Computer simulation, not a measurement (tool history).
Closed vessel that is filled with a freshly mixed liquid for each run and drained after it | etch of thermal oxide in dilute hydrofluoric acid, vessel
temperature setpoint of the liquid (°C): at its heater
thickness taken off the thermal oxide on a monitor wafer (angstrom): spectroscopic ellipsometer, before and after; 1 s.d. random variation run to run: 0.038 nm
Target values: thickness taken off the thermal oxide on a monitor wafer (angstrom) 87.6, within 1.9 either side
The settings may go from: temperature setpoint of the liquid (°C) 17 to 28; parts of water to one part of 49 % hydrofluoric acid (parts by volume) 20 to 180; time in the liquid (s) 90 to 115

run	day	temperature setpoint of the liquid (°C)	parts of water to one part of 49 % hydrofluoric acid (parts by volume)	time in the liquid (s)	thickness taken off the thermal oxide on a monitor wafer (angstrom)
1	0	20	100	115	44.412
2	0.183	20	100	115	44.29
3	0.512	20	125	115	34.31
4	0.696	21	115	115	39.638
5	0.8	18	115	115	34.775
6	0.983	18	150	115	25.911
7	1.175	19.5	135	115	31.092
8	1.529	20.5	125	115	35.45
9	1.567	21.5	115	115	40.672
10	1.796	22.5	110	115	43.952
11	2.092	23	105	115	47.383
12	2.175	23.5	100	115	51.295
13	2.262	24	95	115	54.959

Which single option among these 5 for the next run brings every result within its allowed miss of target? Just one does.
A	2.35	28	70	115	?
B	2.35	26	65	115	?
C	2.35	26.5	65	115	?
D	2.35	24.5	60	115	?
E	2.35	27	70	115	?

move	thickness taken off the thermal oxide on a monitor wafer (angstrom)
A	91.974
B	92.147
C	94.005
D	94.598
E	88.426
A: pushes the last run's worst result past its target
B: pushes the last run's worst result past its target
C: pushes the last run's worst result past its target
D: pushes the last run's worst result past its target
E: hits every target within its allowed miss
E is the move that brings every result within its allowed miss.
